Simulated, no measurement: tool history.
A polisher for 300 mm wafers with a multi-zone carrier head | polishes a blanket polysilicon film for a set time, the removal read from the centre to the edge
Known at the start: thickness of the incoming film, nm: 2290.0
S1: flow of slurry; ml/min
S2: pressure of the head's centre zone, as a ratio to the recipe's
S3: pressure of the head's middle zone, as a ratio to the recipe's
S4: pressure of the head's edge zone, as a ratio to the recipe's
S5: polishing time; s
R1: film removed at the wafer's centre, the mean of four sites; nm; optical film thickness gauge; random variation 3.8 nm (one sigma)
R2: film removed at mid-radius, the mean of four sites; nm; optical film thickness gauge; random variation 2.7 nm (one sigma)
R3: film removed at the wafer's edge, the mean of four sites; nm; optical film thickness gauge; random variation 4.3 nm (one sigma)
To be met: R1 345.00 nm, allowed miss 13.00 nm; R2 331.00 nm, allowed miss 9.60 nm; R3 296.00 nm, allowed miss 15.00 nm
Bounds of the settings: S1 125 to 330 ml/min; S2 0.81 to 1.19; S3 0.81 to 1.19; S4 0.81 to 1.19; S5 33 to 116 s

| run | hour | S1 | S2 | S3 | S4 | S5 | R1 | R2 | R3 |
|---|---|---|---|---|---|---|---|---|---|
| 1 | 0.0 | 210 | 1.00 | 1.00 | 1.00 | 74 | 272.84 | 276.75 | 272.91 |
| 2 | 6.5 | 210 | 1.00 | 1.00 | 1.00 | 83 | 305.57 | 310.65 | 303.22 |
| 3 | 13.4 | 225 | 1.03 | 1.01 | 0.98 | 83 | 322.03 | 320.80 | 305.34 |
| 4 | 16.5 | 260 | 1.03 | 1.01 | 0.98 | 83 | 321.24 | 323.48 | 312.22 |
| 5 | 21.0 | 255 | 1.05 | 1.02 | 0.96 | 83 | 325.93 | 320.37 | 299.84 |
| 6 | 23.9 | 255 | 1.05 | 1.02 | 0.96 | 71 | 278.78 | 277.10 | 257.73 |
| 7 | 29.9 | 260 | 1.08 | 1.05 | 0.99 | 73 | 298.52 | 293.35 | 281.71 |
| 8 | 34.1 | 265 | 1.11 | 1.08 | 0.98 | 74 | 306.92 | 303.33 | 279.70 |
| 9 | 36.9 | 270 | 1.13 | 1.10 | 0.98 | 75 | 318.40 | 310.37 | 276.01 |
| 10 | 37.9 | 270 | 1.13 | 1.10 | 0.98 | 75 | 323.71 | 313.31 | 288.08 |

4 next moves are on the table. One of them brings every result within its allowed miss. Which?
| A | 38.9 | 265 | 1.05 | 1.12 | 1.05 | 76 | ? | ? | ? |
| B | 38.9 | 235 | 1.18 | 1.16 | 1.02 | 78 | ? | ? | ? |
| C | 38.9 | 280 | 1.10 | 1.09 | 1.01 | 71 | ? | ? | ? |
| D | 38.9 | 265 | 1.15 | 1.04 | 1.01 | 76 | ? | ? | ? |

| move | R1 | R2 | R3 |
|---|---|---|---|
| A | 301.94 | 311.72 | 281.60 |
| B | 343.10 | 323.13 | 283.26 |
| C | 297.53 | 287.34 | 261.26 |
| D | 330.76 | 295.82 | 278.54 |
A: further off than the last run
B: meets every target
C: further off than the last run
D: further off than the last run
Answer: B
